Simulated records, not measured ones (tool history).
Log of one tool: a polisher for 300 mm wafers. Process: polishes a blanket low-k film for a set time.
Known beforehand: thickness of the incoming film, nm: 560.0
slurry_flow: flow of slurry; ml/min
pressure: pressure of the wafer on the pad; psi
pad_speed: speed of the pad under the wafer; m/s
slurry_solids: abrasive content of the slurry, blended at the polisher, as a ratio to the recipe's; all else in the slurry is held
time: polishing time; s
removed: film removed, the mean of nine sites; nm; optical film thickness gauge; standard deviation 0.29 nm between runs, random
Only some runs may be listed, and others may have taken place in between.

run,hour,slurry_flow,pressure,pad_speed,slurry_solids,time,removed
1,0.0,155,1.6,0.88,1.0,113,42.546
2,1.0,190,1.6,0.88,1.0,113,44.569
3,2.6,155,1.6,0.88,1.0,113,41.568
4,9.6,155,1.6,0.88,1.0,118,43.618
5,11.5,150,1.4,0.86,1.0,118,39.186
6,12.5,150,1.1,0.86,1.0,118,32.999
7,17.7,145,1.0,0.82,1.0,118,29.881
8,21.6,140,0.9,0.80,1.0,118,26.993
9,30.0,135,0.9,0.80,1.0,118,27.356
10,30.7,135,0.9,0.78,1.0,118,25.745

Run 11 has not been measured yet. What should we expect?
11,31.6,130,0.9,0.78,1.0,118,?

Run 11 gave removed 26.590 nm.
